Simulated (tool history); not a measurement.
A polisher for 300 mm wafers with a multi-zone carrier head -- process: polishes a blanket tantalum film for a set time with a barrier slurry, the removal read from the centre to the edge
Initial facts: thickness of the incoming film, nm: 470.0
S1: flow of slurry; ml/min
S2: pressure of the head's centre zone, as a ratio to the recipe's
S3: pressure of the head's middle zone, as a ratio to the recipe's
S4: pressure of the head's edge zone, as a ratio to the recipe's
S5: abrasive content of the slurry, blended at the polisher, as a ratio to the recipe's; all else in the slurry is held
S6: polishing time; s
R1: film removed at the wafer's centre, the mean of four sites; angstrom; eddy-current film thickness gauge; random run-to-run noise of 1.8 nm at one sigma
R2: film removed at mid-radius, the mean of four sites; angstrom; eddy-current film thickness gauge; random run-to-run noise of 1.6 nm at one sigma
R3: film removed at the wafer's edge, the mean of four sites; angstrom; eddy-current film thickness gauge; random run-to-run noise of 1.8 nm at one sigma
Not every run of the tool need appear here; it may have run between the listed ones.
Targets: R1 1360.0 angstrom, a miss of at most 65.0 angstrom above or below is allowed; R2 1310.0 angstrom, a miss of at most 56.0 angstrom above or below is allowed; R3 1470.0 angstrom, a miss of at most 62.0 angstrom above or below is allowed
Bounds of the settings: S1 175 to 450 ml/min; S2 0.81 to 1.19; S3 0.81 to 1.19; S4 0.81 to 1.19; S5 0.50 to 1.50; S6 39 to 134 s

Run 1, hour 0.0: S1 290 ml/min, S2 1.00, S3 1.00, S4 1.00, S5 1.00, S6 86 s. Result: R1 1040.3 angstrom, R2 1050.2 angstrom, R3 1052.5 angstrom.
Run 2, hour 3.2: S1 355 ml/min, S2 1.00, S3 1.00, S4 1.00, S5 1.00, S6 86 s. Result: R1 1049.2 angstrom, R2 1049.2 angstrom, R3 1064.9 angstrom.
Run 3, hour 10.3: S1 360 ml/min, S2 1.00, S3 0.99, S4 1.04, S5 1.15, S6 89 s. Result: R1 1103.5 angstrom, R2 1147.1 angstrom, R3 1180.1 angstrom.
Run 4, hour 18.5: S1 360 ml/min, S2 1.00, S3 0.99, S4 1.04, S5 1.35, S6 89 s. Result: R1 1157.0 angstrom, R2 1165.1 angstrom, R3 1240.5 angstrom.
Run 5, hour 23.0: S1 360 ml/min, S2 1.00, S3 0.99, S4 1.04, S5 1.50, S6 89 s. Result: R1 1150.1 angstrom, R2 1191.8 angstrom, R3 1236.0 angstrom.
Run 6, hour 23.7: S1 365 ml/min, S2 1.02, S3 0.99, S4 1.07, S5 1.50, S6 91 s. Result: R1 1241.7 angstrom, R2 1261.5 angstrom, R3 1304.0 angstrom.
Run 7, hour 25.1: S1 370 ml/min, S2 1.02, S3 0.97, S4 1.10, S5 1.50, S6 92 s. Result: R1 1234.8 angstrom, R2 1228.7 angstrom, R3 1349.8 angstrom.
Run 8, hour 31.2: S1 370 ml/min, S2 1.03, S3 0.97, S4 1.12, S5 1.50, S6 93 s. Result: R1 1280.1 angstrom, R2 1248.3 angstrom, R3 1329.8 angstrom.
Run 9, hour 33.9: S1 375 ml/min, S2 1.02, S3 0.96, S4 1.12, S5 1.50, S6 95 s. Result: R1 1298.9 angstrom, R2 1276.5 angstrom, R3 1379.7 angstrom.

Of the 5 settings listed for the next run, only one would bring every result within its allowed miss of target. Which one?
Run A, hour 36.6: S1 370 ml/min, S2 1.02, S3 0.94, S4 1.14, S5 1.50, S6 93 s. Result: R1 ?, R2 ?, R3 ?.
Run B, hour 36.6: S1 360 ml/min, S2 1.18, S3 1.11, S4 0.97, S5 1.40, S6 91 s. Result: R1 ?, R2 ?, R3 ?.
Run C, hour 36.6: S1 350 ml/min, S2 1.11, S3 1.08, S4 1.06, S5 1.45, S6 88 s. Result: R1 ?, R2 ?, R3 ?.
Run D, hour 36.6: S1 350 ml/min, S2 0.98, S3 1.02, S4 1.12, S5 1.40, S6 95 s. Result: R1 ?, R2 ?, R3 ?.
Run E, hour 36.6: S1 355 ml/min, S2 1.03, S3 0.95, S4 1.16, S5 1.45, S6 100 s. Result: R1 ?, R2 ?, R3 ?.

move      R1      R2      R3
   A  1262.3  1223.5  1396.7
   B  1384.4  1314.7  1238.0
   C  1274.1  1255.4  1258.6
   D  1220.3  1294.0  1386.5
   E  1354.5  1310.8  1500.4
A: moves away from the targets compared with the last run
B: moves away from the targets compared with the last run
C: moves away from the targets compared with the last run
D: moves away from the targets compared with the last run
E: each result inside its tolerance
Correct choice: E, which meets every target

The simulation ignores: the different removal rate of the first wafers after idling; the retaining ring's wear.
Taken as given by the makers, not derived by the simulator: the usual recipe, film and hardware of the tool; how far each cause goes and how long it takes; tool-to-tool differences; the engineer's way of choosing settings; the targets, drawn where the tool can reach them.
